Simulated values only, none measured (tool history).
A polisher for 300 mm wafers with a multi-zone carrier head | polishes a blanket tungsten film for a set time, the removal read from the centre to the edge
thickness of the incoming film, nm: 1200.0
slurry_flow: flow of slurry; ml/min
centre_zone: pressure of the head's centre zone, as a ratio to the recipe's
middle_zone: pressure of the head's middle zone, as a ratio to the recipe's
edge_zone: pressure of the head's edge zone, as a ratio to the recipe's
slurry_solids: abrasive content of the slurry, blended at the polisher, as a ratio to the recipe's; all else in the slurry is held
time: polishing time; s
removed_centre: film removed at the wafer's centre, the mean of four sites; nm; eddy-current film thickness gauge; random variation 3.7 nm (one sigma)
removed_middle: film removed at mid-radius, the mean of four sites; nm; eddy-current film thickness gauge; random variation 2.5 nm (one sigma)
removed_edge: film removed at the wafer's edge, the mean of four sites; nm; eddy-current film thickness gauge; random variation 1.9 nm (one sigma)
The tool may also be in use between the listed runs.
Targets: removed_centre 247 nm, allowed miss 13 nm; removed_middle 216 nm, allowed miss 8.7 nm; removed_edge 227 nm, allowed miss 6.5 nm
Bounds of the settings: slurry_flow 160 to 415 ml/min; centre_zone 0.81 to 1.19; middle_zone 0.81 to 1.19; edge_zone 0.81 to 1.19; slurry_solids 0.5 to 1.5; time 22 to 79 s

run  hour  slurry_flow  centre_zone  middle_zone  edge_zone  slurry_solids  time  removed_centre  removed_middle  removed_edge
  1     0          265            1            1          1              1    50          374.44          372.85        370.17
  2   8.6          265            1         0.99       0.99           0.95    48          359.09          353.61        351.29
  3  10.3          265            1         0.98       0.98            0.9    46          341.35          322.27        333.49
  4  16.2          265            1         0.98       0.97           0.85    45          334.45          320.75        316.68
  5  19.4          265            1         0.98       1.04           0.85    45          332.04          325.35        325.92
  6  21.1          265            1         0.97       1.03            0.8    44          312.14          305.94        316.27
  7  29.9          265            1         0.97       1.02           0.75    43          311.06          293.62         304.7
  8  33.9          245         0.91          0.9       0.92            0.5    33          197.28          196.49         208.6
  9  36.5          250         0.93          0.9       0.93            0.5    33          204.02          203.21        209.82
 10    43          255         0.94         0.89       0.94            0.5    33          207.62          199.56        209.17
 11  45.8          260         0.95         0.89       0.95            0.5    33          204.68          201.91        208.03
 12  49.6          255         0.96         0.89       0.96           0.55    33          220.75          196.06        216.44
 13  55.4          260         0.97         0.89       0.96           0.55    33          218.72          199.33        216.98

Which of these 4 next moves meets every target?
  A  61.2          280         1.05         0.92       0.98            0.6    34               ?               ?             ?
  B  61.2          265          1.1         0.83       0.96           0.55    32               ?               ?             ?
  C  61.2          410         0.89         1.03       0.89            0.5    34               ?               ?             ?
  D  61.2          290            1         1.08       0.92            0.5    33               ?               ?             ?

move  removed_centre  removed_middle  removed_edge
   A          248.88          216.68        227.01
   B          240.77          183.91        208.27
   C          212.16          239.22        215.85
   D          224.89          235.19        208.24
A: meets every target
B: brings the result that was furthest off to its target, and leaves another outside
C: further off than the last run
D: further off than the last run
Answer: A

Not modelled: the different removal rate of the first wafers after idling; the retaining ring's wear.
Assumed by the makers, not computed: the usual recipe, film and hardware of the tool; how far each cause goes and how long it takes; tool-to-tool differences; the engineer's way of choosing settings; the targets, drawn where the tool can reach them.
